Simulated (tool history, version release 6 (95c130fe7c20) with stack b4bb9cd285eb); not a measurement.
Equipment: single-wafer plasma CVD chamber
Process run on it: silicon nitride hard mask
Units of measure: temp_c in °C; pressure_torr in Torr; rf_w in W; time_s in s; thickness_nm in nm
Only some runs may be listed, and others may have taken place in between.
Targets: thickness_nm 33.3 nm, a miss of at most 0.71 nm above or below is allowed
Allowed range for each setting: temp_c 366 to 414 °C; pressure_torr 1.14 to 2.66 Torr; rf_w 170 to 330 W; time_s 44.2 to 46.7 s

Run 1, hour 0: temp_c 390 °C, pressure_torr 1.9 Torr, rf_w 250 W, time_s 46.7 s. Result: thickness_nm 48.662 nm.
Run 2, hour 6.2: temp_c 391 °C, pressure_torr 1.76 Torr, rf_w 235 W, time_s 46.2 s. Result: thickness_nm 44.24 nm.
Run 3, hour 9.5: temp_c 391 °C, pressure_torr 1.66 Torr, rf_w 225 W, time_s 46.1 s. Result: thickness_nm 41.227 nm.
Run 4, hour 14.8: temp_c 391 °C, pressure_torr 1.57 Torr, rf_w 220 W, time_s 46 s. Result: thickness_nm 38.971 nm.
Run 5, hour 17.2: temp_c 391 °C, pressure_torr 1.5 Torr, rf_w 220 W, time_s 46 s. Result: thickness_nm 38.76 nm.
Run 6, hour 23: temp_c 391 °C, pressure_torr 1.5 Torr, rf_w 205 W, time_s 46 s. Result: thickness_nm 35.92 nm.
Run 7, hour 26.5: temp_c 391 °C, pressure_torr 1.45 Torr, rf_w 205 W, time_s 46 s. Result: thickness_nm 35.483 nm.
Run 8, hour 28.2: temp_c 391 °C, pressure_torr 1.41 Torr, rf_w 205 W, time_s 46 s. Result: thickness_nm 35.275 nm.
Run 9, hour 28.9: temp_c 391 °C, pressure_torr 1.19 Torr, rf_w 195 W, time_s 45.8 s. Result: thickness_nm 30.856 nm.
Run 10, hour 36.7: temp_c 391 °C, pressure_torr 1.23 Torr, rf_w 195 W, time_s 45.8 s. Result: thickness_nm 31.704 nm.
Run 11, hour 37.8: temp_c 391 °C, pressure_torr 1.26 Torr, rf_w 195 W, time_s 45.8 s. Result: thickness_nm 31.674 nm.

Pick the move, out of 5, that brings all results within their allowed miss; only one does.
Run A, hour 38.9: temp_c 389 °C, pressure_torr 1.27 Torr, rf_w 200 W, time_s 44.4 s. Result: thickness_nm ?.
Run B, hour 38.9: temp_c 391 °C, pressure_torr 1.29 Torr, rf_w 205 W, time_s 44.9 s. Result: thickness_nm ?.
Run C, hour 38.9: temp_c 384 °C, pressure_torr 1.42 Torr, rf_w 195 W, time_s 44.2 s. Result: thickness_nm ?.
Run D, hour 38.9: temp_c 372 °C, pressure_torr 1.19 Torr, rf_w 200 W, time_s 44.2 s. Result: thickness_nm ?.
Run E, hour 38.9: temp_c 397 °C, pressure_torr 1.2 Torr, rf_w 195 W, time_s 46.7 s. Result: thickness_nm ?.

move  thickness_nm
   A         31.72
   B        33.191
   C        32.029
   D        30.969
   E        31.516
A: neither nearer nor further off than the last run
B: in spec on every target
C: gains on the last run, yet a result remains outside its allowed miss
D: lands further from the targets than the last run did
E: lands further from the targets than the last run did
The right move is B.

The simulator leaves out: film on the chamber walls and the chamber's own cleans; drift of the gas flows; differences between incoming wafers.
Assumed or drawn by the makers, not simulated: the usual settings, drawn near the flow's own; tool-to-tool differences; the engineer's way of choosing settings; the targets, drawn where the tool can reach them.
